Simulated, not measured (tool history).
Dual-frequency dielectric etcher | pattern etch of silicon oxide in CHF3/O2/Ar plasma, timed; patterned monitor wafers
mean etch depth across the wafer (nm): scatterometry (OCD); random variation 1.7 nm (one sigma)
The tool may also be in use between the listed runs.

run  hour  source power (W)  bias power (W)  etch time (s)  mean etch depth across the wafer (nm)
  1     0               540             146          358.5                                 621.41
  2   1.8               540             136          358.5                                 613.03
  3   5.5               540             136          325.5                                 557.39
  4   7.9               560             139          326.5                                 571.14
  5  11.3               570             145            329                                 585.91
  6  12.4               580             150          331.5                                 596.56
  7  20.6               590             155            334                                 613.25

Run 8 comes next. What will it give?
  8  24.5               600             158            335                                      ?

{"run 8": {"mean etch depth across the wafer (nm)": 620.26}}

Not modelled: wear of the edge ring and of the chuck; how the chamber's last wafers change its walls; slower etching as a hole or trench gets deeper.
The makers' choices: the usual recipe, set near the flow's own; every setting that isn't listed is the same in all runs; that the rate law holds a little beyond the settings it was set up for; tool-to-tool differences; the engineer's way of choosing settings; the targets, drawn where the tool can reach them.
